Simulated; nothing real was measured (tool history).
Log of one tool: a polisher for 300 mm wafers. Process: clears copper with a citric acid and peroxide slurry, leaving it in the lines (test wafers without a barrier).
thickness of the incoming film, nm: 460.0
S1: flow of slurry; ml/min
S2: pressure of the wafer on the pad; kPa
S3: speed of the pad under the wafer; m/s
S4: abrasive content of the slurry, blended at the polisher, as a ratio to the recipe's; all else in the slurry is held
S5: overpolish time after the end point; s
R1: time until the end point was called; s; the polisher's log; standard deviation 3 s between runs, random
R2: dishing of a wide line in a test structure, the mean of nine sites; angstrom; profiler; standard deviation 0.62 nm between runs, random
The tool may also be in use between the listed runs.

| run | hour | S1 | S2 | S3 | S4 | S5 | R1 | R2 |
|---|---|---|---|---|---|---|---|---|
| 1 | 0 | 270 | 29 | 1.16 | 1 | 20 | 130.9 | 494.71 |
| 2 | 7.7 | 270 | 29 | 1.16 | 1 | 23 | 130.41 | 554.96 |
| 3 | 9 | 270 | 26.2 | 1.16 | 1 | 24 | 137.19 | 544.05 |
| 4 | 10.9 | 270 | 23.4 | 1.14 | 1 | 26 | 162.03 | 528.83 |
| 5 | 13.8 | 270 | 23.4 | 1.14 | 1 | 22 | 158.15 | 451.1 |
| 6 | 17.2 | 270 | 22.1 | 1.14 | 1 | 23 | 165.14 | 448.21 |
| 7 | 18.5 | 270 | 20.7 | 1.14 | 1 | 24 | 178.47 | 442.21 |
| 8 | 23.1 | 270 | 20 | 1.14 | 1 | 25 | 184.2 | 454.63 |

Run 9, settings as shown, results not yet in. Your forecast:
| 9 | 25.5 | 270 | 19.3 | 1.14 | 1 | 26 | ? | ? |

{"run 9": {"R1": 185.9, "R2": 440.9}}
